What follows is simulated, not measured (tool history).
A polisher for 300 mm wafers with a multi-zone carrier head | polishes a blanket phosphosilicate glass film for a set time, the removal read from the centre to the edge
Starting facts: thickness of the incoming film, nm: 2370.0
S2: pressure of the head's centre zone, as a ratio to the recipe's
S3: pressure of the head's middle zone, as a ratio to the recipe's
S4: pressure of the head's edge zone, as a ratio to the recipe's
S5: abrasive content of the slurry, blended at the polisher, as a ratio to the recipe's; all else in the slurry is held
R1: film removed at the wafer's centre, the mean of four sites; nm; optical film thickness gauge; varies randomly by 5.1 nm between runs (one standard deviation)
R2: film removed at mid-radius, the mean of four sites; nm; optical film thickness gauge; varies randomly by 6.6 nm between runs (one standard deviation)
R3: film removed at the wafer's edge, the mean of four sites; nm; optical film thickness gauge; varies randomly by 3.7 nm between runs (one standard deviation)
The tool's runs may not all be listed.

{"run": 1, "hour": 0.0, "flow of slurry (ml/min)": 295, "S2": 1, "S3": 1, "S4": 1, "S5": 1, "polishing time (s)": 51, "R1": 389.25, "R2": 393.86, "R3": 386.56}
{"run": 2, "hour": 6.4, "flow of slurry (ml/min)": 295, "S2": 0.99, "S3": 1.02, "S4": 1.03, "S5": 1.1, "polishing time (s)": 51, "R1": 401.98, "R2": 412.98, "R3": 417.37}
{"run": 3, "hour": 12.6, "flow of slurry (ml/min)": 300, "S2": 0.99, "S3": 1.05, "S4": 1.05, "S5": 1.15, "polishing time (s)": 51, "R1": 415.05, "R2": 431.06, "R3": 427.43}
{"run": 4, "hour": 20.7, "flow of slurry (ml/min)": 300, "S2": 0.99, "S3": 1.05, "S4": 1.05, "S5": 1.15, "polishing time (s)": 46, "R1": 370.95, "R2": 393.9, "R3": 383.95}
{"run": 5, "hour": 25.5, "flow of slurry (ml/min)": 245, "S2": 0.99, "S3": 1.05, "S4": 1.05, "S5": 1.15, "polishing time (s)": 46, "R1": 363.87, "R2": 379.67, "R3": 382.74}
{"run": 6, "hour": 33.0, "flow of slurry (ml/min)": 245, "S2": 0.99, "S3": 1.05, "S4": 1.1, "S5": 1.15, "polishing time (s)": 46, "R1": 366.3, "R2": 389.78, "R3": 389.65}
{"run": 7, "hour": 39.6, "flow of slurry (ml/min)": 260, "S2": 0.93, "S3": 1.07, "S4": 1.19, "S5": 1.4, "polishing time (s)": 50, "R1": 400.96, "R2": 455.97, "R3": 482.1}

The next listed run, before its measurement:
{"run": 8, "hour": 43.3, "flow of slurry (ml/min)": 260, "S2": 0.93, "S3": 1.07, "S4": 1.19, "S5": 1.4, "polishing time (s)": 50, "R1": "?", "R2": "?", "R3": "?"}

Run 8 yielded R1 405.5 nm, R2 456.79 nm, R3 487.62 nm.

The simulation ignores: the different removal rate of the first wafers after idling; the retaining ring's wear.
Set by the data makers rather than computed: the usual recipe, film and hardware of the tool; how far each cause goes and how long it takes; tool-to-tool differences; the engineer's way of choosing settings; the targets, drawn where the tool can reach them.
